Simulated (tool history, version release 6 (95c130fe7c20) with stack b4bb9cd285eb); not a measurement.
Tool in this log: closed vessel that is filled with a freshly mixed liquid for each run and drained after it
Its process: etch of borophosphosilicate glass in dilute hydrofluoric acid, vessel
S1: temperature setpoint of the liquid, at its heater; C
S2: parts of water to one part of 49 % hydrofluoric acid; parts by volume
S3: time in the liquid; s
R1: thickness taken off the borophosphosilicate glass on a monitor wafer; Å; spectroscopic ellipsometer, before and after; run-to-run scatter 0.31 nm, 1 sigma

run	hour	S1	S2	S3	R1
1	0	22	150	180	432.54
2	2.6	19.5	150	180	389.24
3	5.4	18.5	155	180	359.86
4	14.5	21	155	180	398.78
5	17.9	22.5	155	180	422.83
6	20.2	21	155	180	398.34
7	26.1	20	155	180	383.85
8	29.1	19	155	180	371.28

What will run 9 give?
9	36.4	18.5	155	180	?

{"run 9": {"R1": 363.53}}
